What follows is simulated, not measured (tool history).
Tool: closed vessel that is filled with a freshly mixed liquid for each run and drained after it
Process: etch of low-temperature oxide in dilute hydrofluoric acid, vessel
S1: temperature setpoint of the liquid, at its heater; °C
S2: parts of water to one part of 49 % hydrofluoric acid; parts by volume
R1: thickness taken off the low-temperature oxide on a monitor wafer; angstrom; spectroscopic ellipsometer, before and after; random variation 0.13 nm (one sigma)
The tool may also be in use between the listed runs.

{"run": 1, "hour": 0.0, "S1": 23.0, "S2": 165, "time in the liquid (s)": 35, "R1": 41.608}
{"run": 2, "hour": 4.6, "S1": 23.0, "S2": 165, "time in the liquid (s)": 35, "R1": 41.899}
{"run": 3, "hour": 5.4, "S1": 25.0, "S2": 130, "time in the liquid (s)": 35, "R1": 58.359}
{"run": 4, "hour": 5.9, "S1": 25.0, "S2": 130, "time in the liquid (s)": 30, "R1": 50.463}
{"run": 5, "hour": 14.2, "S1": 25.0, "S2": 110, "time in the liquid (s)": 30, "R1": 61.573}
{"run": 6, "hour": 20.2, "S1": 26.5, "S2": 90, "time in the liquid (s)": 30, "R1": 81.805}
{"run": 7, "hour": 26.1, "S1": 27.5, "S2": 80, "time in the liquid (s)": 30, "R1": 96.619}
{"run": 8, "hour": 30.5, "S1": 28.5, "S2": 75, "time in the liquid (s)": 30, "R1": 106.8}
{"run": 9, "hour": 37.0, "S1": 29.0, "S2": 70, "time in the liquid (s)": 30, "R1": 117.63}

The next listed run, before its measurement:
{"run": 10, "hour": 42.0, "S1": 29.5, "S2": 70, "time in the liquid (s)": 30, "R1": "?"}

{"run 10": {"R1": 122.19}}
